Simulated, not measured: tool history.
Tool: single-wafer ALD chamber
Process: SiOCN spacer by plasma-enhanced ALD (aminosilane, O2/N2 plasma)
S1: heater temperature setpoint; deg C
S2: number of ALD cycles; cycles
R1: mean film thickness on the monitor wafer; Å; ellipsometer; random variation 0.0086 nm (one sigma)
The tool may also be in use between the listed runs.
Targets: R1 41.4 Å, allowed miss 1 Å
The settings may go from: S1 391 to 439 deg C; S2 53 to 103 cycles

run    day   S1  S2      R1
  1      0  415  78  48.924
  2  0.275  418  75  46.463
  3  0.467  423  75  45.728
  4    0.8  415  75  46.861
  5  1.154  420  75  46.294
  6  1.438  416  75  46.634
  7  1.567  418  73  45.301
  8  1.875  420  71  43.726
  9  2.096  422  70   42.79
 10  2.396  423  70  42.527
 11  2.662  424  70  42.478

4 next moves are on the table. One of them brings every result within its allowed miss. Which?
  A  2.929  423  65   ?
  B  2.929  413  62   ?
  C  2.929  432  65   ?
  D  2.929  439  73   ?

move      R1
   A  39.667
   B  39.215
   C  38.365
   D  41.951
A: takes the result that was furthest off past its target
B: takes the result that was furthest off past its target
C: takes the result that was furthest off past its target
D: meets every target
Move D is the one to make.
